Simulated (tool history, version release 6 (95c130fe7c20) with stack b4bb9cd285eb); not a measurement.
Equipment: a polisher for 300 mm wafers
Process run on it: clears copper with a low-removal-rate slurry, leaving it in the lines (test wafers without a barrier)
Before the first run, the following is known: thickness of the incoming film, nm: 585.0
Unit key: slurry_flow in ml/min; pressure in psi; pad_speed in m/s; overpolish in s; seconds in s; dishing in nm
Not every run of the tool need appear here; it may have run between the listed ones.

{"run": 1, "hour": 0.0, "slurry_flow": 280, "pressure": 3.9, "pad_speed": 0.88, "slurry_solids": 1.0, "overpolish": 15, "seconds": 195.42, "dishing": 34.192}
{"run": 2, "hour": 4.5, "slurry_flow": 280, "pressure": 3.9, "pad_speed": 0.88, "slurry_solids": 1.0, "overpolish": 20, "seconds": 206.69, "dishing": 45.638}
{"run": 3, "hour": 11.4, "slurry_flow": 280, "pressure": 3.9, "pad_speed": 1.04, "slurry_solids": 1.0, "overpolish": 20, "seconds": 169.29, "dishing": 52.557}
{"run": 4, "hour": 12.7, "slurry_flow": 280, "pressure": 4.3, "pad_speed": 1.06, "slurry_solids": 1.0, "overpolish": 18, "seconds": 150.3, "dishing": 53.51}
{"run": 5, "hour": 16.7, "slurry_flow": 280, "pressure": 4.7, "pad_speed": 1.06, "slurry_solids": 1.0, "overpolish": 18, "seconds": 137.16, "dishing": 55.809}
{"run": 6, "hour": 25.2, "slurry_flow": 280, "pressure": 5.0, "pad_speed": 1.06, "slurry_solids": 1.0, "overpolish": 17, "seconds": 133.05, "dishing": 55.388}

Estimate the outcome of run 7 from the log above:
{"run": 7, "hour": 34.0, "slurry_flow": 280, "pressure": 5.3, "pad_speed": 1.08, "slurry_solids": 1.0, "overpolish": 16, "seconds": "?", "dishing": "?"}

seconds: 124.53 s
dishing: 55.642 nm
